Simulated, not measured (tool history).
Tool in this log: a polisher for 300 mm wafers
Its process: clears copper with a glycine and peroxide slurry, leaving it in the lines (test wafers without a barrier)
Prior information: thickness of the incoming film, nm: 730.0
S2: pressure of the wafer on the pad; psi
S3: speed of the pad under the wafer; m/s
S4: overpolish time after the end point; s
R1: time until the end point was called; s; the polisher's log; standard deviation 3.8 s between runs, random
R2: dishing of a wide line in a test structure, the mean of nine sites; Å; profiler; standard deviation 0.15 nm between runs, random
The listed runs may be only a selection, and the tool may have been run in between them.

Run 1, day 0: flow of slurry (ml/min) 170, S2 2.5 psi, S3 1.3 m/s, S4 8 s. Result: R1 124.21 s, R2 327.89 Å.
Run 2, day 0.104: flow of slurry (ml/min) 170, S2 2.5 psi, S3 1.16 m/s, S4 8 s. Result: R1 137.29 s, R2 299.25 Å.
Run 3, day 0.308: flow of slurry (ml/min) 170, S2 2.2 psi, S3 1 m/s, S4 6 s. Result: R1 169.73 s, R2 182.79 Å.
Run 4, day 0.671: flow of slurry (ml/min) 170, S2 2.7 psi, S3 1 m/s, S4 6 s. Result: R1 144.99 s, R2 208.82 Å.
Run 5, day 0.883: flow of slurry (ml/min) 170, S2 2.3 psi, S3 0.88 m/s, S4 5 s. Result: R1 177.94 s, R2 149.2 Å.
Run 6, day 1.15: flow of slurry (ml/min) 170, S2 2.3 psi, S3 0.68 m/s, S4 5 s. Result: R1 220.57 s, R2 123.14 Å.
Run 7, day 1.438: flow of slurry (ml/min) 170, S2 2 psi, S3 0.68 m/s, S4 4 s. Result: R1 241.22 s, R2 88.498 Å.
Run 8, day 1.717: flow of slurry (ml/min) 165, S2 1.8 psi, S3 0.68 m/s, S4 4 s. Result: R1 254.05 s, R2 82.578 Å.
Run 9, day 1.988: flow of slurry (ml/min) 165, S2 1.7 psi, S3 0.68 m/s, S4 4 s. Result: R1 269.98 s, R2 82.659 Å.
Run 10, day 2.317: flow of slurry (ml/min) 160, S2 1.4 psi, S3 0.66 m/s, S4 3 s. Result: R1 302.98 s, R2 53.5 Å.
Run 11, day 2.429: flow of slurry (ml/min) 165, S2 1.4 psi, S3 0.64 m/s, S4 3 s. Result: R1 307 s, R2 50.957 Å.
Run 12, day 2.5: flow of slurry (ml/min) 160, S2 1.5 psi, S3 0.62 m/s, S4 3 s. Result: R1 305.08 s, R2 52.347 Å.
Run 13, day 2.833: flow of slurry (ml/min) 170, S2 1.5 psi, S3 0.6 m/s, S4 3 s. Result: R1 301.33 s, R2 51.246 Å.
Run 14, day 3.054: flow of slurry (ml/min) 140, S2 1.6 psi, S3 0.6 m/s, S4 6 s. Result: R1 308.88 s, R2 105.62 Å.
Run 15, day 3.167: flow of slurry (ml/min) 190, S2 1.4 psi, S3 0.6 m/s, S4 5 s. Result: R1 316.14 s, R2 83.634 Å.
Run 16, day 3.212: flow of slurry (ml/min) 210, S2 1.5 psi, S3 0.62 m/s, S4 3 s. Result: R1 300.97 s, R2 53.179 Å.
Run 17, day 3.575: flow of slurry (ml/min) 210, S2 1.5 psi, S3 0.6 m/s, S4 3 s. Result: R1 296.3 s, R2 51.992 Å.

Forecast run 18:
Run 18, day 3.792: flow of slurry (ml/min) 205, S2 1.5 psi, S3 0.6 m/s, S4 3 s. Result: R1 ?, R2 ?.

{"run 18": {"R1": 305.5, "R2": 52.814}}

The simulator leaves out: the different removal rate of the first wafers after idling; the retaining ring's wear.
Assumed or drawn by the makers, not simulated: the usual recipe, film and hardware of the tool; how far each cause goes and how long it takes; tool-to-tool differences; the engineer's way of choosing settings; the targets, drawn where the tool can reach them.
